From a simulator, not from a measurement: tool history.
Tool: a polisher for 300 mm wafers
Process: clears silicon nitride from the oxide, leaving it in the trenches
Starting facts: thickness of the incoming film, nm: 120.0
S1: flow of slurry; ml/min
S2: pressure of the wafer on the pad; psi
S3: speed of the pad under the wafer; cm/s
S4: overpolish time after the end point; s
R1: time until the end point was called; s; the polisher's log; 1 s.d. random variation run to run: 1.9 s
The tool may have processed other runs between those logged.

run 1 hour=0.0 | S1=275 S2=3.4 S3=118 S4=8 | R1=89.867
run 2 hour=2.5 | S1=320 S2=3.4 S3=118 S4=8 | R1=91.585
run 3 hour=3.5 | S1=270 S2=3.4 S3=118 S4=8 | R1=89.965
run 4 hour=6.7 | S1=270 S2=3.2 S3=118 S4=8 | R1=97.942
run 5 hour=12.1 | S1=270 S2=3.1 S3=118 S4=8 | R1=100.920
run 6 hour=15.9 | S1=270 S2=3.1 S3=148 S4=8 | R1=84.195
run 7 hour=19.1 | S1=270 S2=2.8 S3=146 S4=8 | R1=93.194
run 8 hour=25.7 | S1=270 S2=2.6 S3=146 S4=8 | R1=97.449

Expected results for the next run?
run 9 hour=33.2 | S1=270 S2=2.4 S3=146 S4=8 | R1=?

R1: 105.640 s
